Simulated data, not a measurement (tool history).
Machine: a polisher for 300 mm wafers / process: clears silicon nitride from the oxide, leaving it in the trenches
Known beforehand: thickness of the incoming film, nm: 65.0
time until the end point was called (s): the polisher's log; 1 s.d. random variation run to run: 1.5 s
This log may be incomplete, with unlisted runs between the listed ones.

| run | hour | flow of slurry (ml/min) | pressure of the wafer on the pad (psi) | speed of the pad under the wafer (cm/s) | overpolish time after the end point (s) | time until the end point was called (s) |
|---|---|---|---|---|---|---|
| 1 | 0.0 | 160 | 2.1 | 82 | 8 | 144.440 |
| 2 | 1.4 | 160 | 2.3 | 84 | 8 | 126.300 |
| 3 | 9.0 | 160 | 2.0 | 84 | 8 | 146.300 |
| 4 | 15.8 | 160 | 2.2 | 86 | 8 | 128.930 |
| 5 | 24.6 | 160 | 1.8 | 86 | 8 | 154.160 |
| 6 | 26.7 | 160 | 1.8 | 86 | 7 | 159.270 |
|  | 35.8 | slurry nozzle cleaned |
| 7 | 35.8 | 165 | 2.4 | 92 | 7 | 98.494 |
| 8 | 37.4 | 170 | 2.4 | 92 | 7 | 102.760 |

Estimate the outcome of run 9 from the log above:
| 9 | 43.9 | 170 | 2.5 | 92 | 7 | ? |

{"run 9": {"time until the end point was called (s)": 97.061}}
